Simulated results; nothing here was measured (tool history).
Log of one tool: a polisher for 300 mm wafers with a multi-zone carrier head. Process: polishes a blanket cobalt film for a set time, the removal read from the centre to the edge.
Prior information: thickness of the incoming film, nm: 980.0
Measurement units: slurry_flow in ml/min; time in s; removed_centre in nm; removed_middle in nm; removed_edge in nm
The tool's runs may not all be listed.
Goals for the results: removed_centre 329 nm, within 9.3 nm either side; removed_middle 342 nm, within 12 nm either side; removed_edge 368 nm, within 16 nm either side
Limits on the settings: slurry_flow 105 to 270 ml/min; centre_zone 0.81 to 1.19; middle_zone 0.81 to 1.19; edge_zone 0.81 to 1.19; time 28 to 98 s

| run | hour | slurry_flow | centre_zone | middle_zone | edge_zone | time | removed_centre | removed_middle | removed_edge |
|---|---|---|---|---|---|---|---|---|---|
| 1 | 0 | 175 | 1 | 1 | 1 | 63 | 298.82 | 286.33 | 289.73 |
| 2 | 3.9 | 175 | 1 | 1 | 0.93 | 63 | 296.06 | 287.32 | 284.98 |
| 3 | 8.2 | 175 | 0.98 | 1 | 0.95 | 65 | 297.38 | 291.56 | 290.75 |
| 4 | 13.3 | 175 | 0.98 | 1.06 | 0.95 | 65 | 297.93 | 299.94 | 285.99 |
| 5 | 20.5 | 180 | 0.97 | 1.05 | 0.97 | 66 | 304.71 | 306.49 | 300.88 |
| 6 | 24.2 | 180 | 1.01 | 1.05 | 0.97 | 66 | 318.14 | 314.57 | 300.94 |
| 7 | 25.6 | 185 | 0.99 | 1.05 | 0.99 | 67 | 316.15 | 316.76 | 307.45 |
| 8 | 32.5 | 185 | 0.99 | 1.05 | 0.99 | 67 | 317.45 | 316.8 | 305.5 |
| 9 | 41.2 | 185 | 0.98 | 1.04 | 1.01 | 68 | 312.16 | 317.72 | 316.93 |
| 10 | 49.1 | 190 | 0.98 | 1.04 | 1.02 | 68 | 320.78 | 318.21 | 322.28 |
| 11 | 58.1 | 195 | 0.97 | 1.05 | 1.04 | 68 | 321.99 | 319.64 | 325.69 |
| 12 | 65.4 | 195 | 0.96 | 1.06 | 1.05 | 69 | 315.89 | 329.92 | 323.78 |
| 13 | 72.5 | 200 | 0.96 | 1.05 | 1.06 | 69 | 324.4 | 337.04 | 334.1 |
| 14 | 81.4 | 215 | 0.92 | 1 | 1.16 | 69 | 307.34 | 324.19 | 356.65 |
| 15 | 84.6 | 220 | 0.92 | 1 | 1.16 | 69 | 310.33 | 323.55 | 352.45 |
| 16 | 86.7 | 225 | 0.92 | 1 | 1.16 | 69 | 309.4 | 318.3 | 352.59 |
| 17 | 91.7 | 225 | 0.92 | 1.01 | 1.16 | 69 | 313.63 | 323.94 | 341.31 |

Exercise: of the 4 proposed moves below, exactly one satisfies all targets within the stated allowed misses. Which move is it?
| A | 96.7 | 210 | 0.94 | 0.92 | 1.18 | 67 | ? | ? | ? |
| B | 96.7 | 185 | 0.97 | 1.06 | 1.19 | 72 | ? | ? | ? |
| C | 96.7 | 240 | 0.81 | 1.01 | 1.02 | 74 | ? | ? | ? |
| D | 96.7 | 230 | 0.86 | 0.99 | 1.16 | 72 | ? | ? | ? |

| move | removed_centre | removed_middle | removed_edge |
|---|---|---|---|
| A | 302.71 | 286.1 | 339.94 |
| B | 328.7 | 339.56 | 360.92 |
| C | 293.76 | 348.28 | 353.12 |
| D | 301.74 | 331.22 | 365.14 |
A: lands further from the targets than the last run did
B: meets every target
C: puts the biggest miss on target and leaves a different result outside tolerance
D: puts the biggest miss on target and leaves a different result outside tolerance
B meets every target.
